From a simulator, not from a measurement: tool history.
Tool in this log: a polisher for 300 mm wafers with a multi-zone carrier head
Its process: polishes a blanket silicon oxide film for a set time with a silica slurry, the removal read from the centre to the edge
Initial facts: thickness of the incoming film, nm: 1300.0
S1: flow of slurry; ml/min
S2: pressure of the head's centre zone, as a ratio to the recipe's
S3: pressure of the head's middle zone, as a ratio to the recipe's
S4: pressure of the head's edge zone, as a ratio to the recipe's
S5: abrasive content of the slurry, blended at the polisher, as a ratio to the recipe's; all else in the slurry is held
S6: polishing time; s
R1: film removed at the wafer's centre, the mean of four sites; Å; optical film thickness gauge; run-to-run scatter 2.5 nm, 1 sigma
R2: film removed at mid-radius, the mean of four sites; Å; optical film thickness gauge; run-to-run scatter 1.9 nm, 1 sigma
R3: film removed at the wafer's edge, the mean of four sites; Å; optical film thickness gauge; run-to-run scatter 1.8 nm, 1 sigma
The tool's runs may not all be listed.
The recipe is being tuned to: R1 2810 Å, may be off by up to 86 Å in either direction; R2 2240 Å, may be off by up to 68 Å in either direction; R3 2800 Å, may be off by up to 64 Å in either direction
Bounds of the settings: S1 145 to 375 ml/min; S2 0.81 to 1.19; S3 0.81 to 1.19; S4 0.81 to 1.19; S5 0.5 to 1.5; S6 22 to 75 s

run    day   S1    S2    S3    S4    S5  S6      R1      R2      R3
  1      0  240     1     1     1     1  48  2161.5  2131.7  2210.1
  2  0.254  255  1.03  0.97  1.05  1.05  48  2295.4  2164.4    2376
  3    0.6  255  1.03  0.97  1.09  1.05  48  2319.2  2186.3  2387.1
  4    0.9  305  1.03  0.97  1.09  1.05  48  2370.7  2216.8  2403.4
  5  0.979  305  1.03  0.97  1.09   0.9  48  2118.2    1987  2170.9
  6  1.225  305  1.03  0.97  1.09   0.9  55  2413.8  2315.7  2468.7
  7  1.488  300  1.05  0.93  1.11  0.95  55  2527.9  2251.1  2579.3
  8  1.838  295  1.07  0.92  1.12     1  55  2712.9  2349.4  2710.5
  9  1.988  300  1.09  0.83  1.16     1  55  2763.9  2142.1  2757.6

Which of these 5 next moves meets every target?
  A  2.138  310  1.04  0.89  1.14   1.1  54   ?   ?   ?
  B  2.138  300  1.17  0.87  1.17   0.9  57   ?   ?   ?
  C  2.138  355  1.05  0.81  1.07   1.1  54   ?   ?   ?
  D  2.138  365  1.15  0.88  1.11     1  55   ?   ?   ?
  E  2.138  375  1.09  0.81  1.15  1.05  52   ?   ?   ?

move      R1      R2      R3
   A  2785.8  2360.3  2852.8
   B  2872.3  2122.4  2647.3
   C  2850.3  2219.5    2804
   D  3002.1  2273.5  2732.6
   E  2782.8  2085.2  2717.7
A: moves the result that the last run missed by most past its target, out the other side
B: lands further from the targets than the last run did
C: every result within its allowed miss
D: puts the biggest miss on target and leaves a different result outside tolerance
E: lands further from the targets than the last run did
Answer: C

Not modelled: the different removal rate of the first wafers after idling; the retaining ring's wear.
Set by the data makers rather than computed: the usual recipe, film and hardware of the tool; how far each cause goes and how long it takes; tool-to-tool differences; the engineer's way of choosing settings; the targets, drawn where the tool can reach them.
